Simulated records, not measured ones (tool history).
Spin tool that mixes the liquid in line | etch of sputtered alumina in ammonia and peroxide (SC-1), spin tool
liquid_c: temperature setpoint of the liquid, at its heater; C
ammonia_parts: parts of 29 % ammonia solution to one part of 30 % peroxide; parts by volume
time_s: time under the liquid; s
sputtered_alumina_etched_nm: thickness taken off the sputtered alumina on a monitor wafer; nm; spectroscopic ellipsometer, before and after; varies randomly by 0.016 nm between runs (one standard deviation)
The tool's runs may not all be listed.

run	hour	liquid_c	ammonia_parts	time_s	sputtered_alumina_etched_nm
1	0.0	48.0	0.75	60	2.0971
2	2.7	49.0	0.75	60	2.1905
3	3.4	50.0	0.75	60	2.3124
4	9.6	50.0	0.75	60	2.3387
5	12.3	50.0	0.75	40	1.5623
6	13.8	53.5	0.80	45	2.1379
7	19.2	55.0	0.80	45	2.2984
8	27.9	56.0	0.80	45	2.4450
9	33.8	56.5	0.80	45	2.4739

Run 10, settings as shown, results not yet in. Your forecast:
10	36.5	57.0	0.80	45	?

sputtered_alumina_etched_nm: 2.5581 nm
